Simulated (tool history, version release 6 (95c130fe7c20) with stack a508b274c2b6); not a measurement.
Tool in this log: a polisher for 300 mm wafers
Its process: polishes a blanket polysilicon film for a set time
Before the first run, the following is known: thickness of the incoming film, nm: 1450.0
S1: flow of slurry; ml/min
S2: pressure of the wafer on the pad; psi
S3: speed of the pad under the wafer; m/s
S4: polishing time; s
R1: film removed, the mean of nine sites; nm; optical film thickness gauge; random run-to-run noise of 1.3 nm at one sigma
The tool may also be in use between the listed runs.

run,hour,S1,S2,S3,S4,R1
1,0.0,200,2.3,0.88,55,253.96
2,7.7,200,2.3,0.88,55,251.50
3,15.0,200,2.9,0.88,55,316.93
4,18.7,160,2.9,0.88,55,305.97
5,23.3,160,2.3,0.88,55,239.13
6,32.1,160,2.3,0.88,55,242.54
7,33.9,155,2.1,0.88,55,222.75
8,38.2,150,2.0,0.88,55,211.28

Run 9 comes next. What will it give?
9,38.7,145,1.9,0.88,55,?

R1: 198.89 nm

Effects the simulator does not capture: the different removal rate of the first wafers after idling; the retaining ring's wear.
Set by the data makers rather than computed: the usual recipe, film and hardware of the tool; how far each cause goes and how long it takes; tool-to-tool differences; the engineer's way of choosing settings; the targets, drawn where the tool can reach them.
